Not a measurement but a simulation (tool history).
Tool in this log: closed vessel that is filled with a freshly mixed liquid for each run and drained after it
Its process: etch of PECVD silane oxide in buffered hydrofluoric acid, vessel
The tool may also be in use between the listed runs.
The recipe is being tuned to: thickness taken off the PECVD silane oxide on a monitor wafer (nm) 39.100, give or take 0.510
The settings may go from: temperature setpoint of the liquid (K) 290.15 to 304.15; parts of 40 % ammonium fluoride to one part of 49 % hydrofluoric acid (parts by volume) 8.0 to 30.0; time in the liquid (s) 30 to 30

run  hour  temperature setpoint of the liquid (K)  parts of 40 % ammonium fluoride to one part of 49 % hydrofluoric acid (parts by volume)  time in the liquid (s)  thickness taken off the PECVD silane oxide on a monitor wafer (nm)
  1   0.0                                  296.15                                                                                     22.5                      30                                                              29.507
  2   5.2                                  297.65                                                                                     22.5                      30                                                              32.133
  3  12.0                                  298.65                                                                                     22.5                      30                                                              33.783
  4  16.0                                  299.15                                                                                     22.5                      30                                                              34.930
  5  21.9                                  299.15                                                                                     20.0                      30                                                              37.749
  6  29.4                                  299.15                                                                                     13.5                      30                                                              55.460
  7  35.6                                  297.65                                                                                     13.5                      30                                                              50.801
  8  44.3                                  296.15                                                                                     13.5                      30                                                              47.121
  9  51.1                                  295.15                                                                                     13.5                      30                                                              44.677
 10  53.2                                  294.65                                                                                     13.5                      30                                                              43.478
 11  61.4                                  294.15                                                                                     13.5                      30                                                              42.333
 12  64.2                                  293.65                                                                                     13.5                      30                                                              41.304
 13  71.0                                  293.15                                                                                     13.5                      30                                                              39.964

5 next moves are on the table. One of them brings every result within its allowed miss. Which?
  A  77.8                                  293.65                                                                                     13.5                      30                                                                   ?
  B  77.8                                  292.15                                                                                     13.5                      30                                                                   ?
  C  77.8                                  292.65                                                                                     13.0                      30                                                                   ?
  D  77.8                                  291.65                                                                                     13.0                      30                                                                   ?
  E  77.8                                  292.15                                                                                     13.0                      30                                                                   ?

move  thickness taken off the PECVD silane oxide on a monitor wafer (nm)
   A                                                              41.177
   B                                                              37.851
   C                                                              40.401
   D                                                              38.185
   E                                                              39.279
A: moves away from the targets compared with the last run
B: the result that was furthest off in the last run now lies on the other side of its target
C: moves away from the targets compared with the last run
D: the result that was furthest off in the last run now lies on the other side of its target
E: each result inside its tolerance
The right move is E.
